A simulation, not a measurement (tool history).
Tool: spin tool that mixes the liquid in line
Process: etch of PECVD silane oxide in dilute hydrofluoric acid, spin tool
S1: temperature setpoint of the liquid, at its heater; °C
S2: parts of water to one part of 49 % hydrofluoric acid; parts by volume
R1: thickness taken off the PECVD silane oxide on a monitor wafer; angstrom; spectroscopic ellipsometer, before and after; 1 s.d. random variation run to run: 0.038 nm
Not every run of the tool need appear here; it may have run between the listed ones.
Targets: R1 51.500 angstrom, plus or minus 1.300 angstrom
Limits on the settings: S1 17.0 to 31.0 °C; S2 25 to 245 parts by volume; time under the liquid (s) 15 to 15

{"run": 1, "hour": 0.0, "S1": 23.0, "S2": 135, "time under the liquid (s)": 15, "R1": 36.491}
{"run": 2, "hour": 2.2, "S1": 23.0, "S2": 135, "time under the liquid (s)": 15, "R1": 35.729}
{"run": 3, "hour": 3.0, "S1": 24.5, "S2": 135, "time under the liquid (s)": 15, "R1": 38.905}
{"run": 4, "hour": 10.2, "S1": 26.0, "S2": 135, "time under the liquid (s)": 15, "R1": 40.839}
{"run": 5, "hour": 16.2, "S1": 27.0, "S2": 135, "time under the liquid (s)": 15, "R1": 42.215}
{"run": 6, "hour": 22.3, "S1": 28.0, "S2": 135, "time under the liquid (s)": 15, "R1": 44.088}
{"run": 7, "hour": 29.7, "S1": 28.5, "S2": 135, "time under the liquid (s)": 15, "R1": 44.908}
{"run": 8, "hour": 30.4, "S1": 29.0, "S2": 135, "time under the liquid (s)": 15, "R1": 45.62}
{"run": 9, "hour": 38.6, "S1": 29.5, "S2": 135, "time under the liquid (s)": 15, "R1": 46.241}
{"run": 10, "hour": 40.8, "S1": 30.0, "S2": 135, "time under the liquid (s)": 15, "R1": 47.583}

Exactly one of the 4 candidate moves below puts every result within its allowed miss. Which one?
{"run": "A", "hour": 43.0, "S1": 29.0, "S2": 145, "time under the liquid (s)": 15, "R1": "?"}
{"run": "B", "hour": 43.0, "S1": 31.0, "S2": 130, "time under the liquid (s)": 15, "R1": "?"}
{"run": "C", "hour": 43.0, "S1": 31.0, "S2": 150, "time under the liquid (s)": 15, "R1": "?"}
{"run": "D", "hour": 43.0, "S1": 28.5, "S2": 140, "time under the liquid (s)": 15, "R1": "?"}

move=A R1=41.251
move=B R1=50.477
move=C R1=42.574
move=D R1=42.220
A: lands further from the targets than the last run did
B: all results in spec
C: lands further from the targets than the last run did
D: lands further from the targets than the last run did
B meets every target.
